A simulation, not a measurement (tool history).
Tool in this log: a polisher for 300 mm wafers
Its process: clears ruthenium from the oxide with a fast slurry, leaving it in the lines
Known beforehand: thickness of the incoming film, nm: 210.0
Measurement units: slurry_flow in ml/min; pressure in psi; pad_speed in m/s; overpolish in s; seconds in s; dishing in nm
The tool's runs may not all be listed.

Run 1, hour 0: slurry_flow 130 ml/min, pressure 2.7 psi, pad_speed 0.9 m/s, slurry_solids 1, overpolish 9 s. Result: seconds 55.711 s, dishing 32.111 nm.
Run 2, hour 1.8: slurry_flow 150 ml/min, pressure 2.7 psi, pad_speed 0.9 m/s, slurry_solids 1, overpolish 9 s. Result: seconds 54.222 s, dishing 32.606 nm.
Run 3, hour 2.8: slurry_flow 145 ml/min, pressure 2.9 psi, pad_speed 0.9 m/s, slurry_solids 1, overpolish 10 s. Result: seconds 51.559 s, dishing 36.971 nm.
Run 4, hour 11.1: slurry_flow 145 ml/min, pressure 2.9 psi, pad_speed 0.9 m/s, slurry_solids 1.15, overpolish 10 s. Result: seconds 49.492 s, dishing 39.435 nm.
Run 5, hour 15.7: slurry_flow 170 ml/min, pressure 2.9 psi, pad_speed 0.9 m/s, slurry_solids 1.15, overpolish 10 s. Result: seconds 48.112 s, dishing 41.421 nm.
Run 6, hour 19.6: slurry_flow 170 ml/min, pressure 3 psi, pad_speed 0.9 m/s, slurry_solids 1.15, overpolish 11 s. Result: seconds 48.409 s, dishing 43.758 nm.
Run 7, hour 22.5: slurry_flow 170 ml/min, pressure 3.1 psi, pad_speed 0.9 m/s, slurry_solids 1.15, overpolish 12 s. Result: seconds 44.974 s, dishing 50.198 nm.

Predict the results of run 8:
Run 8, hour 25.3: slurry_flow 170 ml/min, pressure 3.1 psi, pad_speed 0.92 m/s, slurry_solids 1.2, overpolish 13 s. Result: seconds ?, dishing ?.

Run 8 gave seconds 43.499 s, dishing 55.827 nm.
